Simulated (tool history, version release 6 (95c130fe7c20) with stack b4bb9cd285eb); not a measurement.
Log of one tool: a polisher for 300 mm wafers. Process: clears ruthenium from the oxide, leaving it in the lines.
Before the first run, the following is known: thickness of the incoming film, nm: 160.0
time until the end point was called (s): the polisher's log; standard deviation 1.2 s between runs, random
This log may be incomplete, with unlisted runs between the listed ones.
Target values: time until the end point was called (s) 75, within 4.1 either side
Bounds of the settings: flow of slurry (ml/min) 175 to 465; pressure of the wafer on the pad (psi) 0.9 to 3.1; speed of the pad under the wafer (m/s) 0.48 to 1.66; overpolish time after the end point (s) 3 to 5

run	day	flow of slurry (ml/min)	pressure of the wafer on the pad (psi)	speed of the pad under the wafer (m/s)	overpolish time after the end point (s)	time until the end point was called (s)
1	0	295	2	1.06	5	122.95
2	0.104	295	2.2	1.08	5	110.55
3	0.367	295	1.9	1.08	5	125.16
4	0.475	295	1.9	0.96	5	139.37
5	0.783	295	2.1	1	5	127.29
6	1.104	265	2.1	1	5	124.95
7	1.338	265	2.3	1.04	5	111.34
8	1.596	265	2.5	1.06	5	96.156
9	1.904	265	2.6	1.06	5	92.821
10	1.971	265	2.7	1.06	5	90.891
11	2.125	265	2.8	1.06	5	87.877

4 candidate next runs follow, results not yet known. Just one meets every target within its allowed miss. Identify it.
A	2.279	185	3.1	1.22	4	?
B	2.279	275	3	1.06	5	?
C	2.279	250	2.9	1.12	5	?
D	2.279	270	2.5	1.26	3	?

move	time until the end point was called (s)
A	76.334
B	86.313
C	85.549
D	88.12
A: meets every target
B: better than the last run, though not everything is in spec
C: better than the last run, though not everything is in spec
D: roughly where the last run was
The right move is A.
